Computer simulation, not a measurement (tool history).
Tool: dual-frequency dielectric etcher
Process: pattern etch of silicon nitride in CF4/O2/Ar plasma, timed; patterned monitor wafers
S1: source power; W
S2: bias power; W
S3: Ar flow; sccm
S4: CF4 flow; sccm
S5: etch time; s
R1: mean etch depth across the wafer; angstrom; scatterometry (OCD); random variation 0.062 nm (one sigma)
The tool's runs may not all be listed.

Run 1, hour 0.0: S1 680 W, S2 38 W, S3 83 sccm, S4 112 sccm, S5 10 s. Result: R1 242.24 angstrom.
Run 2, hour 3.7: S1 680 W, S2 38 W, S3 83 sccm, S4 112 sccm, S5 9 s. Result: R1 218.12 angstrom.
Run 3, hour 12.4: S1 680 W, S2 35 W, S3 83 sccm, S4 112 sccm, S5 9 s. Result: R1 213.25 angstrom.
Run 4, hour 13.2: S1 630 W, S2 35 W, S3 83 sccm, S4 112 sccm, S5 9 s. Result: R1 200.03 angstrom.
Run 5, hour 18.7: S1 530 W, S2 35 W, S3 83 sccm, S4 112 sccm, S5 9 s. Result: R1 170.75 angstrom.
Run 6, hour 25.7: S1 530 W, S2 35 W, S3 96 sccm, S4 112 sccm, S5 9 s. Result: R1 169.36 angstrom.
Run 7, hour 32.7: S1 530 W, S2 35 W, S3 96 sccm, S4 112 sccm, S5 9 s. Result: R1 168.30 angstrom.
Run 8, hour 41.6: S1 530 W, S2 35 W, S3 96 sccm, S4 112 sccm, S5 9 s. Result: R1 167.76 angstrom.
At hour 44.0: Ar flow controller replaced.
Run 9, hour 44.0: S1 520 W, S2 35 W, S3 96 sccm, S4 112 sccm, S5 9 s. Result: R1 164.64 angstrom.

Run 10 comes next. What will it give?
Run 10, hour 52.0: S1 510 W, S2 35 W, S3 96 sccm, S4 112 sccm, S5 9 s. Result: R1 ?.

R1: 163.14 angstrom

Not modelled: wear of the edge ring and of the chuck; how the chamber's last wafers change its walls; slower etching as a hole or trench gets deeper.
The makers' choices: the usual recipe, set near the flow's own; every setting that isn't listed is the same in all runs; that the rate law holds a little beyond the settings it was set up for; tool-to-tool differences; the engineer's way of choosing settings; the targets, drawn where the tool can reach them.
